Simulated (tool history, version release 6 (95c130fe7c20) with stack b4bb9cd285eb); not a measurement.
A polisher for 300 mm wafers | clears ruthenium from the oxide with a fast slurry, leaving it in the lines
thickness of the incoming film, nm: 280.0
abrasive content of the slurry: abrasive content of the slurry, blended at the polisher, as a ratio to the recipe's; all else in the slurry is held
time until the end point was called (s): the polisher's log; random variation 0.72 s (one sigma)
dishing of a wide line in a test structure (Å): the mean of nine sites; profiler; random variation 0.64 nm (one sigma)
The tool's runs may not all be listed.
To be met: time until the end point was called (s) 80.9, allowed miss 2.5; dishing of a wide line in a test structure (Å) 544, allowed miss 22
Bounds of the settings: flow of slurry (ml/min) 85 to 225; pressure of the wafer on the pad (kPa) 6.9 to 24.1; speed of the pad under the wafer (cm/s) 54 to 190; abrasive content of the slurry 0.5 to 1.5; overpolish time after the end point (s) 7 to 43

run  hour  flow of slurry (ml/min)  pressure of the wafer on the pad (kPa)  speed of the pad under the wafer (cm/s)  abrasive content of the slurry  overpolish time after the end point (s)  time until the end point was called (s)  dishing of a wide line in a test structure (Å)
  1     0                      145                                    15.2                                      122                               1                                       22                                   73.914                                          583.46
  2   6.1                      140                                    15.2                                      122                               1                                       22                                   73.602                                           583.3
  3  14.5                      140                                    15.2                                      122                            1.15                                       22                                   68.632                                          620.68
  4  18.8                      140                                    17.2                                      122                            1.15                                       22                                   59.679                                          666.53
  5  24.9                      140                                    16.5                                      122                            1.15                                       22                                   62.124                                          651.41
  6  26.3                      140                                    15.9                                      122                            1.15                                       22                                   65.463                                           638.6
  7  30.9                      140                                    15.2                                      122                            1.15                                       22                                   67.945                                          611.77
  8  33.2                      130                                    13.8                                      122                            1.15                                       22                                   76.395                                          566.19
  9  36.6                      125                                    13.8                                      122                            1.15                                       22                                    77.16                                          571.18

4 next moves are on the table. One of them brings every result within its allowed miss. Which?
  A    40                      100                                    11.7                                      156                               1                                       27                                        ?                                               ?
  B    40                      150                                      11                                      134                             1.1                                       23                                        ?                                               ?
  C    40                      160                                    14.5                                      108                            1.05                                       22                                        ?                                               ?
  D    40                       90                                    12.4                                      158                            1.05                                       20                                        ?                                               ?

move  time until the end point was called (s)  dishing of a wide line in a test structure (Å)
   A                                   83.989                                          604.11
   B                                   84.537                                          536.05
   C                                   81.125                                          534.76
   D                                    79.69                                          504.71
A: takes the result that was furthest off past its target
B: takes the result that was furthest off past its target
C: meets every target
D: brings the result that was furthest off to its target, and leaves another outside
Answer: C

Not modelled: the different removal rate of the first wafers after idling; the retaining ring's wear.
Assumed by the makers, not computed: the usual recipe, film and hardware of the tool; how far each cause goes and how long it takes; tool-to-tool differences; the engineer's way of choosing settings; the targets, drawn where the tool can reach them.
